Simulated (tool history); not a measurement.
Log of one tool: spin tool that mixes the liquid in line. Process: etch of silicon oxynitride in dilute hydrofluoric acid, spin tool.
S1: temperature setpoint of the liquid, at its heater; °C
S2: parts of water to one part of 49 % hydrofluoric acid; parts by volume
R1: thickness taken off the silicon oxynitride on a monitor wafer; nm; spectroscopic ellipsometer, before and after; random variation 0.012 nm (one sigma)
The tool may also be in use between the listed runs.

Run 1, hour 0: S1 25 °C, S2 90 parts by volume, time under the liquid (s) 60. Result: R1 1.7903 nm.
Run 2, hour 1.7: S1 22 °C, S2 90 parts by volume, time under the liquid (s) 60. Result: R1 1.5502 nm.
Run 3, hour 2.6: S1 22 °C, S2 90 parts by volume, time under the liquid (s) 45. Result: R1 1.1772 nm.
Run 4, hour 10.7: S1 20 °C, S2 90 parts by volume, time under the liquid (s) 45. Result: R1 1.0406 nm.
Run 5, hour 19.3: S1 20.5 °C, S2 90 parts by volume, time under the liquid (s) 45. Result: R1 1.0769 nm.
Run 6, hour 21.7: S1 20.5 °C, S2 105 parts by volume, time under the liquid (s) 45. Result: R1 0.91337 nm.
Run 7, hour 28.3: S1 21.5 °C, S2 105 parts by volume, time under the liquid (s) 45. Result: R1 0.96721 nm.
Run 8, hour 35.4: S1 25.5 °C, S2 105 parts by volume, time under the liquid (s) 45. Result: R1 1.1589 nm.

The next listed run, before its measurement:
Run 9, hour 36.3: S1 26 °C, S2 105 parts by volume, time under the liquid (s) 45. Result: R1 ?.

R1: 1.2108 nm
